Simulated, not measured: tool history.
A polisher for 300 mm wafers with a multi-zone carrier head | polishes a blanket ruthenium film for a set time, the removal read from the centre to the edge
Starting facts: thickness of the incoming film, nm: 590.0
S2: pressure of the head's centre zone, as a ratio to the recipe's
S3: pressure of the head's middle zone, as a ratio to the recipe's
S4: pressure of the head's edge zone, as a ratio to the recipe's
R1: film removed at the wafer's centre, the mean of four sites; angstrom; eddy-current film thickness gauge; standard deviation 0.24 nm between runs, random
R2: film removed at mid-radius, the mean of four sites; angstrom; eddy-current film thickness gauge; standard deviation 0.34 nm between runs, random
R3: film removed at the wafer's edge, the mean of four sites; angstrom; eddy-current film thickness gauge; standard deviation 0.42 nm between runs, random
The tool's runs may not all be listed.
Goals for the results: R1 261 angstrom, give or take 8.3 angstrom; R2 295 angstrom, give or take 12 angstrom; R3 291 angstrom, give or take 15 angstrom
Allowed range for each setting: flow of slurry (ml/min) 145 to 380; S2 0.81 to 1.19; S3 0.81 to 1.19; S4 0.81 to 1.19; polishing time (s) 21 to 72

run 1 hour=0 | flow_of_slurry_(ml/min)=245 S2=1 S3=1 S4=1 polishing_time_(s)=46 | R1=361.56 R2=349.02 R3=369.02
run 2 hour=1.3 | flow_of_slurry_(ml/min)=240 S2=0.95 S3=1 S4=0.96 polishing_time_(s)=44 | R1=330.83 R2=346.32 R3=339.92
run 3 hour=4 | flow_of_slurry_(ml/min)=240 S2=0.88 S3=1 S4=0.96 polishing_time_(s)=44 | R1=308.98 R2=343.52 R3=345.93
run 4 hour=10.6 | flow_of_slurry_(ml/min)=240 S2=0.88 S3=0.95 S4=0.96 polishing_time_(s)=44 | R1=311.93 R2=329.74 R3=341.53
run 5 hour=16.1 | flow_of_slurry_(ml/min)=240 S2=0.88 S3=0.95 S4=1.04 polishing_time_(s)=44 | R1=309.07 R2=329.64 R3=343.91
run 6 hour=24.4 | flow_of_slurry_(ml/min)=240 S2=0.88 S3=0.95 S4=1.1 polishing_time_(s)=44 | R1=307.28 R2=332.74 R3=356.36
run 7 hour=33.3 | flow_of_slurry_(ml/min)=235 S2=0.87 S3=0.95 S4=1.05 polishing_time_(s)=42 | R1=289.77 R2=312.37 R3=341.99
run 8 hour=39 | flow_of_slurry_(ml/min)=255 S2=0.86 S3=0.96 S4=0.99 polishing_time_(s)=40 | R1=274.47 R2=303.98 R3=316.5

Below are 4 possible settings for the next run. Only one of them brings all results inside the allowed miss of their targets. Which is it?
run A hour=44.7 | flow_of_slurry_(ml/min)=185 S2=0.81 S3=0.9 S4=1.18 polishing_time_(s)=39 | R1=? R2=? R3=?
run B hour=44.7 | flow_of_slurry_(ml/min)=280 S2=0.87 S3=1 S4=0.91 polishing_time_(s)=37 | R1=? R2=? R3=?
run C hour=44.7 | flow_of_slurry_(ml/min)=210 S2=0.82 S3=0.92 S4=1.04 polishing_time_(s)=41 | R1=? R2=? R3=?
run D hour=44.7 | flow_of_slurry_(ml/min)=290 S2=0.83 S3=1.02 S4=0.98 polishing_time_(s)=37 | R1=? R2=? R3=?

move=A R1=242.29 R2=264.29 R3=321
move=B R1=259.17 R2=285.59 R3=287.19
move=C R1=262.01 R2=286.98 R3=325.87
move=D R1=248.04 R2=291.34 R3=294.76
A: moves away from the targets compared with the last run
B: every result within its allowed miss
C: moves away from the targets compared with the last run
D: puts the biggest miss on target and leaves a different result outside tolerance
B meets every target.

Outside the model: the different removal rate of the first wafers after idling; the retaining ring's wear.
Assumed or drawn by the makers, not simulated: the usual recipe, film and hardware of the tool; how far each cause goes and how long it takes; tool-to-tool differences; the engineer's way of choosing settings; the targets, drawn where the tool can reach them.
